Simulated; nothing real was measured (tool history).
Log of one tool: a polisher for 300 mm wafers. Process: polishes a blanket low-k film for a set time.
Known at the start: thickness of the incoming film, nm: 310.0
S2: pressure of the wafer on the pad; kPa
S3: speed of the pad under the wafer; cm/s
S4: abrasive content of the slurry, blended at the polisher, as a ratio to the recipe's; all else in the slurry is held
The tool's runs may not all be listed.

{"run": 1, "hour": 0.0, "flow of slurry (ml/min)": 305, "S2": 13.1, "S3": 122, "S4": 1.0, "polishing time (s)": 102, "film removed (nm)": 46.472}
{"run": 2, "hour": 8.8, "flow of slurry (ml/min)": 305, "S2": 14.5, "S3": 124, "S4": 1.0, "polishing time (s)": 102, "film removed (nm)": 51.111}
{"run": 3, "hour": 11.7, "flow of slurry (ml/min)": 305, "S2": 15.9, "S3": 126, "S4": 1.0, "polishing time (s)": 102, "film removed (nm)": 58.519}
{"run": 4, "hour": 18.5, "flow of slurry (ml/min)": 305, "S2": 15.9, "S3": 140, "S4": 1.0, "polishing time (s)": 102, "film removed (nm)": 61.843}
{"run": 5, "hour": 22.5, "flow of slurry (ml/min)": 305, "S2": 15.9, "S3": 140, "S4": 0.85, "polishing time (s)": 102, "film removed (nm)": 57.526}
{"run": 6, "hour": 30.8, "flow of slurry (ml/min)": 305, "S2": 13.1, "S3": 140, "S4": 0.85, "polishing time (s)": 102, "film removed (nm)": 49.042}
{"run": 7, "hour": 38.8, "flow of slurry (ml/min)": 305, "S2": 17.2, "S3": 150, "S4": 0.85, "polishing time (s)": 102, "film removed (nm)": 66.028}
{"run": 8, "hour": 45.1, "flow of slurry (ml/min)": 305, "S2": 17.9, "S3": 150, "S4": 0.85, "polishing time (s)": 102, "film removed (nm)": 69.588}

Run 9 comes next. What will it give?
{"run": 9, "hour": 46.4, "flow of slurry (ml/min)": 305, "S2": 18.6, "S3": 150, "S4": 0.85, "polishing time (s)": 102, "film removed (nm)": "?"}

film removed (nm): 71.451
